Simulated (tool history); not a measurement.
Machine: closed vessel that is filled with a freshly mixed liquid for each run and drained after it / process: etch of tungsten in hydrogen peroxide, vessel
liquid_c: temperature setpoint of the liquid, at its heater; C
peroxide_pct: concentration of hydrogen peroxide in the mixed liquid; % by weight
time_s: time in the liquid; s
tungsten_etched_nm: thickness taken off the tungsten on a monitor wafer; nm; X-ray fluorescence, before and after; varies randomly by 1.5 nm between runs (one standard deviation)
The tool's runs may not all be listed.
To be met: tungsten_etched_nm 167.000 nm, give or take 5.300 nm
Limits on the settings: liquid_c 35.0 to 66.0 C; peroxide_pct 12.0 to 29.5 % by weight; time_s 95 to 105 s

run    day  liquid_c  peroxide_pct  time_s  tungsten_etched_nm
  1  0.000      51.0          20.0      95              95.115
  2  0.071      54.0          20.0      95             111.910
  3  0.258      54.0          17.5      95             106.660
  4  0.433      57.5          17.5      95             129.600
  5  0.729      59.0          17.5      95             141.340
  6  0.904      60.0          17.5      95             151.800
  7  1.100      60.5          17.5      95             155.360
  8  1.475      61.0          17.5      95             158.370

Exercise: of the 5 proposed moves below, exactly one satisfies all targets within the stated allowed misses. Which move is it?
  A  1.850      61.5          13.0     105                   ?
  B  1.850      59.5          20.0      95                   ?
  C  1.850      60.0          14.5     100                   ?
  D  1.850      62.0          17.5      95                   ?
  E  1.850      62.0          14.5      95                   ?

move  tungsten_etched_nm
   A             154.350
   B             154.450
   C             142.480
   D             166.710
   E             151.750
A: lands further from the targets than the last run did
B: lands further from the targets than the last run did
C: lands further from the targets than the last run did
D: in spec on every target
E: lands further from the targets than the last run did
D meets every target.
